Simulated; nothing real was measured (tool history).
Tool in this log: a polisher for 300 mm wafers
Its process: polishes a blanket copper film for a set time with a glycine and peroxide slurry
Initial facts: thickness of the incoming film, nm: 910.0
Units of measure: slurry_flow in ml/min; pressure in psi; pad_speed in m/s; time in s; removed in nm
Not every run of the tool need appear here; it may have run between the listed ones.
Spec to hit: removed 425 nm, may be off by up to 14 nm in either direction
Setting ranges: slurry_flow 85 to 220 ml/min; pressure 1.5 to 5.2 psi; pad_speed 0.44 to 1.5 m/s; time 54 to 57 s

Run 1, day 0: slurry_flow 140 ml/min, pressure 3.3 psi, pad_speed 0.96 m/s, time 54 s. Result: removed 285.55 nm.
Run 2, day 0.192: slurry_flow 110 ml/min, pressure 3.3 psi, pad_speed 0.96 m/s, time 54 s. Result: removed 270.11 nm.
Run 3, day 0.225: slurry_flow 85 ml/min, pressure 3.3 psi, pad_speed 0.96 m/s, time 54 s. Result: removed 249.79 nm.
Run 4, day 0.6: slurry_flow 85 ml/min, pressure 3.3 psi, pad_speed 0.96 m/s, time 57 s. Result: removed 270.7 nm.
Run 5, day 0.662: slurry_flow 120 ml/min, pressure 3.3 psi, pad_speed 0.96 m/s, time 57 s. Result: removed 286.42 nm.
Run 6, day 0.762: slurry_flow 140 ml/min, pressure 3.6 psi, pad_speed 0.96 m/s, time 57 s. Result: removed 320.55 nm.
Run 7, day 0.929: slurry_flow 155 ml/min, pressure 3.8 psi, pad_speed 0.96 m/s, time 57 s. Result: removed 335.85 nm.
Run 8, day 1.125: slurry_flow 165 ml/min, pressure 4.1 psi, pad_speed 0.96 m/s, time 57 s. Result: removed 365.79 nm.
Run 9, day 1.471: slurry_flow 175 ml/min, pressure 4.3 psi, pad_speed 0.96 m/s, time 57 s. Result: removed 389.35 nm.
Run 10, day 1.675: slurry_flow 175 ml/min, pressure 4.3 psi, pad_speed 0.96 m/s, time 57 s. Result: removed 384.25 nm.
Run 11, day 1.738: slurry_flow 180 ml/min, pressure 4.4 psi, pad_speed 0.96 m/s, time 57 s. Result: removed 395.98 nm.
Run 12, day 1.8: slurry_flow 185 ml/min, pressure 4.5 psi, pad_speed 0.96 m/s, time 57 s. Result: removed 403.43 nm.

5 next moves are on the table. One of them brings every result within its allowed miss. Which?
Run A, day 1.862: slurry_flow 160 ml/min, pressure 4.2 psi, pad_speed 0.98 m/s, time 57 s. Result: removed ?.
Run B, day 1.862: slurry_flow 170 ml/min, pressure 4.4 psi, pad_speed 0.94 m/s, time 57 s. Result: removed ?.
Run C, day 1.862: slurry_flow 180 ml/min, pressure 4.5 psi, pad_speed 0.9 m/s, time 57 s. Result: removed ?.
Run D, day 1.862: slurry_flow 190 ml/min, pressure 4.7 psi, pad_speed 1.04 m/s, time 54 s. Result: removed ?.
Run E, day 1.862: slurry_flow 175 ml/min, pressure 4.1 psi, pad_speed 1 m/s, time 57 s. Result: removed ?.

move  removed
   A   377.19
   B    382.4
   C   378.64
   D    426.7
   E   381.14
A: further off than the last run
B: further off than the last run
C: further off than the last run
D: every result lands within tolerance
E: further off than the last run
D is the move that brings every result within its allowed miss.
